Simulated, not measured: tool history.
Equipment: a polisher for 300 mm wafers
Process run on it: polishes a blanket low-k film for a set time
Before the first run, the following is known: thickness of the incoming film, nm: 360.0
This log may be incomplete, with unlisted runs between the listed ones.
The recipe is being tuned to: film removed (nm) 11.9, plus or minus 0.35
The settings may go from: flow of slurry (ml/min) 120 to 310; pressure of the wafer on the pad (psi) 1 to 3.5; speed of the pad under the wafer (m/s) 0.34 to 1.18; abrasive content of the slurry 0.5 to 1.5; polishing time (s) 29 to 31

run,hour,flow of slurry (ml/min),pressure of the wafer on the pad (psi),speed of the pad under the wafer (m/s),abrasive content of the slurry,polishing time (s),film removed (nm)
1,0,200,2.2,0.76,1,31,9.4356
2,6.2,200,2.2,0.76,1.15,31,10.155
3,9.8,160,2.2,0.76,1.15,31,9.6402
4,16.7,160,2.2,0.84,1.15,31,10.383
5,25.4,195,2.2,0.84,1.15,31,10.98
6,34.2,205,2.2,0.84,1.15,31,10.955
7,34.9,215,2.2,0.84,1.15,31,11.003
8,40.9,225,2.2,0.84,1.15,31,11.079
9,47.4,235,2.2,0.84,1.15,31,10.952
10,51.1,235,2.3,0.84,1.15,31,11.449

Pick the move, out of 5, that brings all results within their allowed miss; only one does.
A,54.8,270,2.1,0.84,1.2,30,?
B,54.8,225,3.1,0.66,1.15,30,?
C,54.8,235,2.3,0.92,1.15,30,?
D,54.8,230,3.2,0.68,1,31,?
E,54.8,185,2.7,0.78,1.1,30,?

move,film removed (nm)
A,10.718
B,10.914
C,11.798
D,11.157
E,10.91
A: the biggest miss grows against the last run
B: the biggest miss grows against the last run
C: hits every target within its allowed miss
D: the biggest miss grows against the last run
E: the biggest miss grows against the last run
C meets every target.
